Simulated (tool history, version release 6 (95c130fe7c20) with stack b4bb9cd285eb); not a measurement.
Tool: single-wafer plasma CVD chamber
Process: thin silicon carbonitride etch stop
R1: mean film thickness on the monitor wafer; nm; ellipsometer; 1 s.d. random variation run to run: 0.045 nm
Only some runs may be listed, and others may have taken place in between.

Run 1, hour 0: RF power (kW) 0.16, deposition time (s) 13.9. Result: R1 7.5144 nm.
Run 2, hour 3.8: RF power (kW) 0.165, deposition time (s) 14.1. Result: R1 7.6586 nm.
Run 3, hour 8: RF power (kW) 0.18, deposition time (s) 14.1. Result: R1 7.9839 nm.
Run 4, hour 11.2: RF power (kW) 0.165, deposition time (s) 14.1. Result: R1 7.6835 nm.
Run 5, hour 14.4: RF power (kW) 0.165, deposition time (s) 14.9. Result: R1 8.1539 nm.
Run 6, hour 16.8: RF power (kW) 0.17, deposition time (s) 15. Result: R1 8.2902 nm.
Run 7, hour 19.1: RF power (kW) 0.175, deposition time (s) 15. Result: R1 8.4338 nm.
Run 8, hour 20.9: RF power (kW) 0.18, deposition time (s) 15. Result: R1 8.5414 nm.
Run 9, hour 27.5: RF power (kW) 0.195, deposition time (s) 15.1. Result: R1 8.8721 nm.

Run 10 is up next; what results do you expect?
Run 10, hour 30.7: RF power (kW) 0.2, deposition time (s) 15.2. Result: R1 ?.

R1: 8.8783 nm
